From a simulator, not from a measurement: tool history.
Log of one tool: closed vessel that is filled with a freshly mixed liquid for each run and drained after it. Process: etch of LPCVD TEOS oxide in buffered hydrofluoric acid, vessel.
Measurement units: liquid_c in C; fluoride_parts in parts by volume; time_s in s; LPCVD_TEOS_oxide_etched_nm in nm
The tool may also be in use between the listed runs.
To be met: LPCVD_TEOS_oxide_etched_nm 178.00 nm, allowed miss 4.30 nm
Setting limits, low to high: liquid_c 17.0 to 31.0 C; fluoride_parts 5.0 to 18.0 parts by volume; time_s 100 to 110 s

| run | day | liquid_c | fluoride_parts | time_s | LPCVD_TEOS_oxide_etched_nm |
|---|---|---|---|---|---|
| 1 | 0.000 | 23.0 | 11.0 | 100 | 251.65 |
| 2 | 0.296 | 21.5 | 11.0 | 100 | 232.15 |
| 3 | 0.467 | 24.0 | 11.0 | 100 | 266.54 |
| 4 | 0.542 | 24.0 | 11.0 | 110 | 289.68 |
| 5 | 0.579 | 22.5 | 11.5 | 110 | 254.99 |
| 6 | 0.729 | 24.5 | 11.5 | 110 | 282.43 |
| 7 | 0.929 | 23.0 | 12.0 | 110 | 252.94 |
| 8 | 1.229 | 21.5 | 12.0 | 110 | 235.08 |
| 9 | 1.512 | 20.5 | 12.0 | 110 | 217.69 |

Which of these 4 next moves meets every target?
| A | 1.796 | 18.0 | 13.0 | 110 | ? |
| B | 1.796 | 19.0 | 8.5 | 110 | ? |
| C | 1.796 | 18.5 | 11.0 | 100 | ? |
| D | 1.796 | 20.5 | 10.5 | 110 | ? |

| move | LPCVD_TEOS_oxide_etched_nm |
|---|---|
| A | 175.40 |
| B | 272.72 |
| C | 193.17 |
| D | 248.79 |
A: all results land within tolerance of their targets
B: misses by more than the last run did
C: nearer the targets than the last run, but a result is still out of spec
D: misses by more than the last run did
A meets every target.
